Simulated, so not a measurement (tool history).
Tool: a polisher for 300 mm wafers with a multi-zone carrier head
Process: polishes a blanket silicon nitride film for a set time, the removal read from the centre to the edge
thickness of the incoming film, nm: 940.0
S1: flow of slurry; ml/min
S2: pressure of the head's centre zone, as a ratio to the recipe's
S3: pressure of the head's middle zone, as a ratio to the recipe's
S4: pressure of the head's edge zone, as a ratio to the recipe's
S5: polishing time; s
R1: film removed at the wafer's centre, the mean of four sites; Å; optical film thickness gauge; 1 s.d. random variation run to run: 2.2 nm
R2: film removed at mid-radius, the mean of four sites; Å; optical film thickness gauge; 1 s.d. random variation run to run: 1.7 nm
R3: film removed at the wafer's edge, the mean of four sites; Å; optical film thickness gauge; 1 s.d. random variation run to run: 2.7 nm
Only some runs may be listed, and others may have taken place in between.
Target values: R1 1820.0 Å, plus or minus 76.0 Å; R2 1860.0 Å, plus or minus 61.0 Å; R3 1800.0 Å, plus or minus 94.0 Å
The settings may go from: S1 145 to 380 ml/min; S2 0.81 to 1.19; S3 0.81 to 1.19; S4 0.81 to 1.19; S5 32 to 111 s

run  hour   S1    S2    S3    S4  S5      R1      R2      R3
  1   0.0  245  1.00  1.00  1.00  71  2169.4  2211.9  2265.0
  2   4.0  245  1.00  1.00  0.97  69  2144.3  2177.1  2106.0
  3   6.5  240  0.98  0.98  0.96  68  2048.3  2099.3  2086.1
  4  10.4  240  0.93  0.98  0.96  68  1951.1  2083.0  2130.7
  5  15.7  235  0.93  0.97  0.94  67  1895.4  2073.5  1979.5
  6  17.4  235  0.93  0.97  0.94  79  2243.0  2414.3  2400.5
  7  22.6  230  0.93  0.95  0.92  77  2200.7  2274.7  2290.1
  8  29.1  225  0.92  0.94  0.90  75  2079.7  2224.9  2312.2
  9  32.6  235  0.93  0.95  0.90  72  2024.3  2166.7  2136.0
 10  38.7  240  0.94  0.94  0.89  70  1995.1  2120.6  2112.0
 11  40.3  235  0.95  0.94  0.88  68  1988.6  2008.0  2053.6
 12  47.5  235  0.95  0.95  0.87  67  1994.0  2013.6  1963.8
 13  51.5  210  0.91  0.91  0.81  63  1738.3  1799.5  1757.0

Which one of the following 5 next-run settings gets every result inside its allowed miss? There is exactly one.
  A  55.5  210  0.93  0.86  0.83  62   ?   ?   ?
  B  55.5  265  0.90  0.87  0.91  59   ?   ?   ?
  C  55.5  205  0.84  1.00  0.81  62   ?   ?   ?
  D  55.5  145  0.95  0.94  0.81  68   ?   ?   ?
  E  55.5  285  0.89  0.94  0.92  58   ?   ?   ?

move      R1      R2      R3
   A  1745.9  1660.0  1763.6
   B  1662.2  1643.7  1789.3
   C  1570.8  1876.7  1737.0
   D  1816.2  1833.4  1821.0
   E  1630.8  1737.0  1777.0
A: brings the last run's worst result on target, with another outside its allowed miss
B: moves away from the targets compared with the last run
C: moves away from the targets compared with the last run
D: all results in spec
E: moves away from the targets compared with the last run
Correct choice: D, which meets every target

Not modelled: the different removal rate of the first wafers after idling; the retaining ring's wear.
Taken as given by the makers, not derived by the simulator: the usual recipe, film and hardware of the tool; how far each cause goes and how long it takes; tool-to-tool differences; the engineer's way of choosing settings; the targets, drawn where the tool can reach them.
